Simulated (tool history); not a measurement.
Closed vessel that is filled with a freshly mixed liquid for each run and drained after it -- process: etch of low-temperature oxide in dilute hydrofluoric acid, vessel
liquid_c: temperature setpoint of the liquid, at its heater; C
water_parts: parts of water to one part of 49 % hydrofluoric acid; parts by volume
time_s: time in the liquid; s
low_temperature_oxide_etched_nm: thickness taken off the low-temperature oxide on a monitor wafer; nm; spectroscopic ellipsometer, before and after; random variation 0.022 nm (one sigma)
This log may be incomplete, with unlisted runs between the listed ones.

run	hour	liquid_c	water_parts	time_s	low_temperature_oxide_etched_nm
1	0	24	55	35	7.6278
2	5.9	22.5	60	35	6.6291
3	14.3	22.5	60	35	6.4913
4	20.7	21	65	35	5.6161
5	23.9	21	65	30	4.8427
6	28.3	23.5	65	30	5.409
7	37.5	22	65	30	5.0824
8	46.2	21	65	30	4.8773
9	54.3	20	65	30	4.7108
10	55.9	19.5	65	30	4.5537

Estimate the outcome of run 11 from the log above:
11	61	19	65	30	?

low_temperature_oxide_etched_nm: 4.4754 nm
